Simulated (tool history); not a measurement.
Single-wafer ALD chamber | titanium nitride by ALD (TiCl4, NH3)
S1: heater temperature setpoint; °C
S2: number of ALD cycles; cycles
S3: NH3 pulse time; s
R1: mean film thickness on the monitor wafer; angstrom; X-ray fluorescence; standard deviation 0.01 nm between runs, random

run 1 hour=0 | S1=385 S2=89 S3=2.13 | R1=21.181
run 2 hour=6.2 | S1=385 S2=89 S3=2.36 | R1=21.631
run 3 hour=12.7 | S1=384 S2=88 S3=2.1 | R1=21.204
run 4 hour=21.6 | S1=381 S2=87 S3=1.86 | R1=20.457
run 5 hour=28.4 | S1=380 S2=87 S3=1.71 | R1=20.141
run 6 hour=35.1 | S1=380 S2=85 S3=1.71 | R1=19.957
run 7 hour=42.1 | S1=368 S2=85 S3=1.03 | R1=17.453
run 8 hour=43.8 | S1=369 S2=86 S3=1.03 | R1=17.846

The next listed run, before its measurement:
run 9 hour=51.4 | S1=380 S2=89 S3=1.51 | R1=?

Run 9 gave R1 20.398 angstrom.

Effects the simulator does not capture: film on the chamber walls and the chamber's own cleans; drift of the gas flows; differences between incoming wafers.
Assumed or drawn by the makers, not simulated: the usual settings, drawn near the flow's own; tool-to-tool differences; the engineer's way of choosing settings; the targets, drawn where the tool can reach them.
